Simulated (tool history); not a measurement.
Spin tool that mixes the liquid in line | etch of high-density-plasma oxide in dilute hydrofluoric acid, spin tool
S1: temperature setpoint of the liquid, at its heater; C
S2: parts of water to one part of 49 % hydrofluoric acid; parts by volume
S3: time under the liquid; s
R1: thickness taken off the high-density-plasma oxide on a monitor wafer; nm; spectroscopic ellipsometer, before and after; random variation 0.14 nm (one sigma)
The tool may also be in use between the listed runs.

Run 1, hour 0.0: S1 20.0 C, S2 295 parts by volume, S3 270 s. Result: R1 3.3371 nm.
Run 2, hour 8.1: S1 20.5 C, S2 275 parts by volume, S3 270 s. Result: R1 3.7397 nm.
Run 3, hour 11.1: S1 21.0 C, S2 260 parts by volume, S3 270 s. Result: R1 3.9798 nm.
Run 4, hour 15.6: S1 21.5 C, S2 240 parts by volume, S3 270 s. Result: R1 4.6264 nm.
Run 5, hour 23.3: S1 21.5 C, S2 275 parts by volume, S3 270 s. Result: R1 3.8362 nm.
Run 6, hour 30.7: S1 22.0 C, S2 260 parts by volume, S3 270 s. Result: R1 4.2498 nm.
Run 7, hour 32.2: S1 22.5 C, S2 245 parts by volume, S3 270 s. Result: R1 4.5578 nm.
Run 8, hour 33.0: S1 22.5 C, S2 245 parts by volume, S3 270 s. Result: R1 4.4871 nm.

Forecast run 9:
Run 9, hour 33.9: S1 22.5 C, S2 230 parts by volume, S3 270 s. Result: R1 ?.

{"run 9": {"R1": 5.0331}}

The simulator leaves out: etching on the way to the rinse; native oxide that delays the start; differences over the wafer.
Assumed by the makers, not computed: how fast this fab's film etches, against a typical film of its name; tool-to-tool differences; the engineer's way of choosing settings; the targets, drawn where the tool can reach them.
